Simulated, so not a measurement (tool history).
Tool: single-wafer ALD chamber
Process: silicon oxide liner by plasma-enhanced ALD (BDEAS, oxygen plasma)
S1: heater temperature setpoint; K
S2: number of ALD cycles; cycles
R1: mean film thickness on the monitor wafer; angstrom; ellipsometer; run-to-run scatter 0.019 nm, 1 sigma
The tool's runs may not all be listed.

| run | hour | S1 | S2 | R1 |
|---|---|---|---|---|
| 1 | 0 | 598.15 | 79 | 75.557 |
| 2 | 4 | 600.15 | 72 | 68.948 |
| 3 | 4.7 | 602.15 | 68 | 64.951 |
| 4 | 7.7 | 605.15 | 65 | 61.346 |
| 5 | 10 | 605.15 | 76 | 72.198 |
| 6 | 16.7 | 606.15 | 71 | 67.598 |
| 7 | 22.4 | 606.15 | 67 | 63.993 |
| 8 | 23.6 | 606.15 | 64 | 60.615 |
| 9 | 27.6 | 607.15 | 63 | 59.748 |
| 10 | 32.1 | 608.15 | 62 | 58.806 |
| 11 | 39.7 | 609.15 | 61 | 57.83 |
| 12 | 47.5 | 615.15 | 59 | 55.371 |

Expected results for the next run?
| 13 | 49.3 | 614.15 | 59 | ? |

Run 13 yielded R1 55.611 angstrom.
